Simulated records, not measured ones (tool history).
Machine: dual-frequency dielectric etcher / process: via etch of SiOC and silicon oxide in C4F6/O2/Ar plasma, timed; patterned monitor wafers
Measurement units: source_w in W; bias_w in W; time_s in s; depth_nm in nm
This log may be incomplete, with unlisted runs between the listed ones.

run 1 hour=0 | source_w=290 bias_w=229 time_s=42 | depth_nm=43.3
run 2 hour=0.7 | source_w=290 bias_w=265 time_s=42 | depth_nm=45.852
run 3 hour=6.8 | source_w=280 bias_w=259 time_s=42 | depth_nm=44.828
run 4 hour=12 | source_w=270 bias_w=254 time_s=42 | depth_nm=43.735
run 5 hour=16.5 | source_w=260 bias_w=251 time_s=42 | depth_nm=43.154
run 6 hour=21.9 | source_w=250 bias_w=247 time_s=42 | depth_nm=41.93
run 7 hour=28.5 | source_w=240 bias_w=245 time_s=42 | depth_nm=41.17
run 8 hour=30.2 | source_w=230 bias_w=244 time_s=42 | depth_nm=40.759

The next listed run, before its measurement:
run 9 hour=31.7 | source_w=220 bias_w=243 time_s=42 | depth_nm=?

depth_nm: 39.845 nm

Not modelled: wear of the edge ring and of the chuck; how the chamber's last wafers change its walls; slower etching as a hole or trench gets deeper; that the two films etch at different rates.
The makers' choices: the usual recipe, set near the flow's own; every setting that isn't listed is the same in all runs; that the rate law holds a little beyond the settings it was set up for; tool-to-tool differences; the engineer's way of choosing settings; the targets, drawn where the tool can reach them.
